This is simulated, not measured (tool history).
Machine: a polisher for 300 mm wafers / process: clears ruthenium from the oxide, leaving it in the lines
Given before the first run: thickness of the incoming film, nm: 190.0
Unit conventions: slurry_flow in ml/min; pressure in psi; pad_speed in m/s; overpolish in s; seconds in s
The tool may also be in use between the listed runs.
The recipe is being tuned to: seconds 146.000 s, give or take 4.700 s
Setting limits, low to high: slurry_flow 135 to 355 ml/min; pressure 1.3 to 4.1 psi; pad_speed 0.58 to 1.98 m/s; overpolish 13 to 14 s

Run 1, hour 0.0: slurry_flow 225 ml/min, pressure 2.7 psi, pad_speed 1.28 m/s, overpolish 13 s. Result: seconds 117.600 s.
Run 2, hour 0.8: slurry_flow 225 ml/min, pressure 2.5 psi, pad_speed 1.28 m/s, overpolish 13 s. Result: seconds 126.500 s.
Run 3, hour 9.3: slurry_flow 225 ml/min, pressure 2.5 psi, pad_speed 1.46 m/s, overpolish 13 s. Result: seconds 115.040 s.
Run 4, hour 12.5: slurry_flow 225 ml/min, pressure 2.3 psi, pad_speed 1.46 m/s, overpolish 13 s. Result: seconds 123.160 s.
Run 5, hour 15.1: slurry_flow 225 ml/min, pressure 2.3 psi, pad_speed 1.72 m/s, overpolish 13 s. Result: seconds 109.970 s.
At hour 19.2: worn pad replaced by a new one.
Run 6, hour 19.2: slurry_flow 225 ml/min, pressure 2.3 psi, pad_speed 1.98 m/s, overpolish 13 s. Result: seconds 88.957 s.
Run 7, hour 25.4: slurry_flow 220 ml/min, pressure 2.0 psi, pad_speed 1.94 m/s, overpolish 13 s. Result: seconds 104.350 s.
Run 8, hour 31.4: slurry_flow 220 ml/min, pressure 1.8 psi, pad_speed 1.92 m/s, overpolish 13 s. Result: seconds 114.370 s.
Run 9, hour 35.4: slurry_flow 220 ml/min, pressure 1.6 psi, pad_speed 1.90 m/s, overpolish 13 s. Result: seconds 130.340 s.
Run 10, hour 36.3: slurry_flow 220 ml/min, pressure 1.5 psi, pad_speed 1.90 m/s, overpolish 13 s. Result: seconds 139.860 s.

Exercise: of the 4 proposed moves below, exactly one satisfies all targets within the stated allowed misses. Which move is it?
Run A, hour 37.2: slurry_flow 210 ml/min, pressure 1.5 psi, pad_speed 1.90 m/s, overpolish 13 s. Result: seconds ?.
Run B, hour 37.2: slurry_flow 135 ml/min, pressure 1.8 psi, pad_speed 1.66 m/s, overpolish 14 s. Result: seconds ?.
Run C, hour 37.2: slurry_flow 250 ml/min, pressure 1.4 psi, pad_speed 1.90 m/s, overpolish 13 s. Result: seconds ?.
Run D, hour 37.2: slurry_flow 215 ml/min, pressure 1.5 psi, pad_speed 1.98 m/s, overpolish 14 s. Result: seconds ?.

move  seconds
   A  140.350
   B  136.720
   C  147.630
   D  135.520
A: an improvement on the last run, though not all results are within tolerance
B: further off than the last run
C: each result inside its tolerance
D: further off than the last run
Correct choice: C, which meets every target
